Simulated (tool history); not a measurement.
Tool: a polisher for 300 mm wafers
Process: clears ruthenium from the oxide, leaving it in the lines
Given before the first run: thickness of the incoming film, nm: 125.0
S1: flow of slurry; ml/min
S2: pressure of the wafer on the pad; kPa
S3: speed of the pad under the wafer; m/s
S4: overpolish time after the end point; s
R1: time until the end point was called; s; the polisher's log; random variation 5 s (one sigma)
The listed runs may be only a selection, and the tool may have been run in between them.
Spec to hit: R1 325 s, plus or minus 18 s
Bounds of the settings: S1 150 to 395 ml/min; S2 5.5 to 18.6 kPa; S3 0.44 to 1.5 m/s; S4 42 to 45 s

run	day	S1	S2	S3	S4	R1
1	0	250	11.7	0.96	42	163.51
2	0.279	250	11.7	0.96	42	160.97
3	0.433	220	11.7	0.96	42	170.71
4	0.625	220	11.7	0.86	42	185.45
5	0.788	220	11	0.86	42	193.58
6	1.108	220	10.3	0.84	42	217.29
7	1.162	220	9.7	0.84	42	232.54
# day 1.396: slurry nozzle cleaned
8	1.396	220	9	0.84	42	225.77
9	1.579	215	8.3	0.82	42	256.19

Of the 4 settings listed for the next run, only one would bring every result within its allowed miss of target. Which one?
A	1.762	225	7.6	0.6	42	?
B	1.762	235	6.2	0.84	42	?
C	1.762	220	6.2	0.74	42	?
D	1.762	205	8.3	0.58	45	?

move	R1
A	368.97
B	321.55
C	366.26
D	354.9
A: the result that was furthest off in the last run now lies on the other side of its target
B: meets every target
C: the result that was furthest off in the last run now lies on the other side of its target
D: the result that was furthest off in the last run now lies on the other side of its target
Answer: B
